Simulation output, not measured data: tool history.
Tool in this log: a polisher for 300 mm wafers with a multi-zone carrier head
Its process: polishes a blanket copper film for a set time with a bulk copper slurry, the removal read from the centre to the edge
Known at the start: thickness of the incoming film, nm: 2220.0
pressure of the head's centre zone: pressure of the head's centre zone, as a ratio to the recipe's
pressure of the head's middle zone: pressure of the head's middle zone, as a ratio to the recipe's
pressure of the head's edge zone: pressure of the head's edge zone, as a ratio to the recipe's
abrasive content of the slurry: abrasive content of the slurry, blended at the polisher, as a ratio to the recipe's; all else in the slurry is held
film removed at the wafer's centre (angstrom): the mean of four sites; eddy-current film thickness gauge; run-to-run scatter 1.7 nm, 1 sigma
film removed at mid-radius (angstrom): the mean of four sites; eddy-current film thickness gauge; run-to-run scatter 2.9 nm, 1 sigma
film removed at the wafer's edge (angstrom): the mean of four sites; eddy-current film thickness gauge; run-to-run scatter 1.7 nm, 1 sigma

run	hour	flow of slurry (ml/min)	pressure of the head's centre zone	pressure of the head's middle zone	pressure of the head's edge zone	abrasive content of the slurry	polishing time (s)	film removed at the wafer's centre (angstrom)	film removed at mid-radius (angstrom)	film removed at the wafer's edge (angstrom)
1	0.0	210	1.00	1.00	1.00	1.0	44	3899.8	3933.0	3869.2
2	2.3	210	1.04	1.00	1.00	1.0	44	4042.4	4000.2	3826.0
3	5.2	210	1.04	1.00	1.00	1.2	44	4212.3	4169.9	3946.3
4	13.8	210	1.04	1.00	1.03	1.2	44	4148.5	3977.1	4032.6
5	16.7	185	1.04	1.00	1.03	1.2	44	4036.2	3991.5	3966.4
6	20.0	180	1.02	0.98	1.00	1.1	42	3809.4	3628.2	3672.0
7	21.3	180	1.02	0.98	1.00	1.1	42	3765.2	3667.8	3627.2

Predict the results of run 8:
8	22.0	170	0.99	0.97	0.97	1.0	41	?	?	?

film removed at the wafer's centre (angstrom): 3511.7
film removed at mid-radius (angstrom): 3404.6
film removed at the wafer's edge (angstrom): 3423.4

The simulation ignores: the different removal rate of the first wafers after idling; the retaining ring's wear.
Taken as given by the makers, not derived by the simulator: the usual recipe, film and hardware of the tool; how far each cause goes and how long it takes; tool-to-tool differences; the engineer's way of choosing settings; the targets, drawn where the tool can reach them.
